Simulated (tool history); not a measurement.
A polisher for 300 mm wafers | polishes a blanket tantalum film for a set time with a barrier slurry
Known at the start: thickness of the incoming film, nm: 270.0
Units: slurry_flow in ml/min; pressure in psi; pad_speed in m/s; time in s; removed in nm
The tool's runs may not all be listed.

{"run": 1, "hour": 0.0, "slurry_flow": 250, "pressure": 2.4, "pad_speed": 0.96, "slurry_solids": 1.0, "time": 64, "removed": 106.43}
{"run": 2, "hour": 1.4, "slurry_flow": 250, "pressure": 2.4, "pad_speed": 0.96, "slurry_solids": 0.8, "time": 64, "removed": 95.043}
{"run": 3, "hour": 5.0, "slurry_flow": 250, "pressure": 2.4, "pad_speed": 0.96, "slurry_solids": 0.9, "time": 64, "removed": 99.293}
{"run": 4, "hour": 10.2, "slurry_flow": 250, "pressure": 2.4, "pad_speed": 0.96, "slurry_solids": 0.9, "time": 68, "removed": 106.74}
{"run": 5, "hour": 17.6, "slurry_flow": 280, "pressure": 2.4, "pad_speed": 0.96, "slurry_solids": 0.9, "time": 68, "removed": 109.45}
{"run": 6, "hour": 19.1, "slurry_flow": 280, "pressure": 2.4, "pad_speed": 0.8, "slurry_solids": 0.9, "time": 68, "removed": 93.034}
{"run": 7, "hour": 21.7, "slurry_flow": 275, "pressure": 2.0, "pad_speed": 0.78, "slurry_solids": 0.9, "time": 68, "removed": 79.038}
{"run": 8, "hour": 22.5, "slurry_flow": 275, "pressure": 1.7, "pad_speed": 0.74, "slurry_solids": 0.9, "time": 68, "removed": 65.214}
{"run": 9, "hour": 26.7, "slurry_flow": 270, "pressure": 1.1, "pad_speed": 0.72, "slurry_solids": 0.9, "time": 68, "removed": 47.888}

Forecast run 10:
{"run": 10, "hour": 29.5, "slurry_flow": 275, "pressure": 1.1, "pad_speed": 0.72, "slurry_solids": 0.9, "time": 68, "removed": "?"}

Run 10 gave removed 48.651 nm.
